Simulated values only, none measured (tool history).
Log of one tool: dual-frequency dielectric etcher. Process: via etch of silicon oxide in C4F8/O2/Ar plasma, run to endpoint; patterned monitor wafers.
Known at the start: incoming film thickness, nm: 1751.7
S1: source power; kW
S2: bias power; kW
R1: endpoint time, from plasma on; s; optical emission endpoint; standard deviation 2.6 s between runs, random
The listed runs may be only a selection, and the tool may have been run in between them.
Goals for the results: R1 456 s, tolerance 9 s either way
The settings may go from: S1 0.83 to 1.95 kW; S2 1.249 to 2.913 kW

run,hour,S1,S2,R1
1,0,1.39,2.081,417.06
2,2.3,1.39,1.893,432.01
3,6.5,1.51,1.893,416.27
4,8.3,1.51,2.039,409.03
5,11.9,1.51,1.877,416.73
6,13.3,1.44,1.853,427.74
7,19.9,1.39,1.836,439.07
8,25.5,1.36,1.83,446.34
9,33.6,1.35,1.827,444.83
10,38.1,1.33,1.823,443.37

4 candidate next runs follow, results not yet known. Just one meets every target within its allowed miss. Identify it.
A,42.6,1.35,1.993,?
B,42.6,1.36,1.989,?
C,42.6,1.27,1.777,?
D,42.6,1.49,1.781,?

move,R1
A,424.86
B,423.94
C,452.63
D,424.93
A: its largest miss is bigger than the last run's
B: its largest miss is bigger than the last run's
C: each result inside its tolerance
D: its largest miss is bigger than the last run's
C meets every target.

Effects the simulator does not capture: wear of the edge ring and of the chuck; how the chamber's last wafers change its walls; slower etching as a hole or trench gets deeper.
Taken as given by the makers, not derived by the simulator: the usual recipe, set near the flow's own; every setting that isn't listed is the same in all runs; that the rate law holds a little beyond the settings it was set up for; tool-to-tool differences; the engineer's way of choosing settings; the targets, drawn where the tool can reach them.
